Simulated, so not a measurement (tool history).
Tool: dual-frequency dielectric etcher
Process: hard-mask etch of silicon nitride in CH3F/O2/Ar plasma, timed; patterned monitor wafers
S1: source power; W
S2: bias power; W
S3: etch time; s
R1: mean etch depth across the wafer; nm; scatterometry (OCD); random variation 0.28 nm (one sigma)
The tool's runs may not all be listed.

Run 1, hour 0: S1 470 W, S2 97 W, S3 84.5 s. Result: R1 67.622 nm.
Run 2, hour 3.1: S1 470 W, S2 97 W, S3 84.5 s. Result: R1 66.88 nm.
Run 3, hour 5.2: S1 490 W, S2 100 W, S3 84.5 s. Result: R1 69.399 nm.
Run 4, hour 7.5: S1 510 W, S2 101 W, S3 84.5 s. Result: R1 69.902 nm.
Run 5, hour 13.8: S1 530 W, S2 104 W, S3 84.5 s. Result: R1 72.229 nm.
Run 6, hour 22.4: S1 540 W, S2 106 W, S3 84.5 s. Result: R1 73.295 nm.
Run 7, hour 25.8: S1 550 W, S2 107 W, S3 84.5 s. Result: R1 74.318 nm.
Run 8, hour 31.3: S1 560 W, S2 108 W, S3 84.5 s. Result: R1 74.784 nm.

The next listed run, before its measurement:
Run 9, hour 40.2: S1 570 W, S2 109 W, S3 84.5 s. Result: R1 ?.

{"run 9": {"R1": 75.323}}
